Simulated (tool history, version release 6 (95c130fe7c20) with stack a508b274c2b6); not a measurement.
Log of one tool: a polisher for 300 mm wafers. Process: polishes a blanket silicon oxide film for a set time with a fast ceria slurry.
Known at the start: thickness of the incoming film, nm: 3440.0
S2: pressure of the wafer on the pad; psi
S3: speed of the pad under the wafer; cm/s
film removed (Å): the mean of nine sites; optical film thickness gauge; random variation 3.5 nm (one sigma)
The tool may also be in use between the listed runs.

Run 1, day 0: flow of slurry (ml/min) 180, S2 3.2 psi, S3 112 cm/s, polishing time (s) 37. Result: film removed (Å) 7131.8.
Run 2, day 0.279: flow of slurry (ml/min) 180, S2 3 psi, S3 112 cm/s, polishing time (s) 37. Result: film removed (Å) 6830.8.
Run 3, day 0.562: flow of slurry (ml/min) 180, S2 3 psi, S3 98 cm/s, polishing time (s) 37. Result: film removed (Å) 5960.8.
Run 4, day 0.654: flow of slurry (ml/min) 180, S2 3 psi, S3 98 cm/s, polishing time (s) 33. Result: film removed (Å) 5303.4.
Run 5, day 0.875: flow of slurry (ml/min) 180, S2 2.9 psi, S3 98 cm/s, polishing time (s) 33. Result: film removed (Å) 5186.6.
Run 6, day 1.062: flow of slurry (ml/min) 180, S2 2.9 psi, S3 98 cm/s, polishing time (s) 37. Result: film removed (Å) 5761.3.
Run 7, day 1.383: flow of slurry (ml/min) 180, S2 2.7 psi, S3 98 cm/s, polishing time (s) 37. Result: film removed (Å) 5437.4.
Run 8, day 1.667: flow of slurry (ml/min) 180, S2 2.6 psi, S3 98 cm/s, polishing time (s) 37. Result: film removed (Å) 5294.9.
Run 9, day 1.729: flow of slurry (ml/min) 180, S2 2.5 psi, S3 98 cm/s, polishing time (s) 37. Result: film removed (Å) 5187.2.
Run 10, day 2.1: flow of slurry (ml/min) 180, S2 2.4 psi, S3 98 cm/s, polishing time (s) 37. Result: film removed (Å) 4963.
Run 11, day 2.354: flow of slurry (ml/min) 160, S2 1.6 psi, S3 98 cm/s, polishing time (s) 37. Result: film removed (Å) 3648.4.
Run 12, day 2.45: flow of slurry (ml/min) 165, S2 1.6 psi, S3 98 cm/s, polishing time (s) 37. Result: film removed (Å) 3691.6.
Run 13, day 2.608: flow of slurry (ml/min) 170, S2 1.6 psi, S3 98 cm/s, polishing time (s) 37. Result: film removed (Å) 3648.4.
Run 14, day 2.942: flow of slurry (ml/min) 175, S2 1.6 psi, S3 98 cm/s, polishing time (s) 37. Result: film removed (Å) 3710.3.
Run 15, day 3.217: flow of slurry (ml/min) 180, S2 1.6 psi, S3 98 cm/s, polishing time (s) 37. Result: film removed (Å) 3688.1.
Run 16, day 3.579: flow of slurry (ml/min) 190, S2 1.8 psi, S3 98 cm/s, polishing time (s) 37. Result: film removed (Å) 4032.4.

Run 17 comes next. What will it give?
Run 17, day 3.758: flow of slurry (ml/min) 185, S2 1.8 psi, S3 98 cm/s, polishing time (s) 37. Result: film removed (Å) ?.

film removed (Å): 4045.3
